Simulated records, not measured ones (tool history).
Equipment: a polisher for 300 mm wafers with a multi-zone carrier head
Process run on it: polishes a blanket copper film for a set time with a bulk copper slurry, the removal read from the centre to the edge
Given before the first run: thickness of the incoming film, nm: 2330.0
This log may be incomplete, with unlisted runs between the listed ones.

run  hour  flow of slurry (ml/min)  pressure of the head's centre zone  pressure of the head's middle zone  pressure of the head's edge zone  abrasive content of the slurry  polishing time (s)  film removed at the wafer's centre (angstrom)  film removed at mid-radius (angstrom)  film removed at the wafer's edge (angstrom)
  1     0                      310                                   1                                   1                                 1                               1                  34                                         3442.7                                 3459.5                                       3480.3
  2   8.9                      315                                0.99                                1.04                              1.03                             1.1                  35                                         3534.1                                 3764.3                                       3760.3
  3   9.5                      325                                   1                                1.07                              1.04                             1.2                  36                                         3733.8                                 4051.2                                       3924.2
  4  15.9                      325                                   1                                1.07                              1.04                            1.05                  36                                         3651.5                                 3985.8                                       3881.8
  5  19.3                      325                                   1                                1.07                              1.04                            1.05                  41                                         4214.2                                 4518.8                                       4382.9
  6  27.9                      325                                   1                                1.07                              1.04                             1.2                  41                                         4198.9                                 4673.1                                       4478.3
  7    31                      330                                   1                                1.09                              1.06                            1.25                  41                                         4418.8                                 4723.6                                       4580.4
  8  35.7                      335                                0.98                                1.11                              1.07                            1.25                  41                                           4211                                 4852.8                                       4534.8

Run 9 has not been measured yet. What should we expect?
  9  42.9                      335                                0.98                                1.12                              1.09                             1.3                  41                                              ?                                      ?                                            ?

Run 9 produced film removed at the wafer's centre (angstrom) 4272.4, film removed at mid-radius (angstrom) 4908, film removed at the wafer's edge (angstrom) 4599.9.
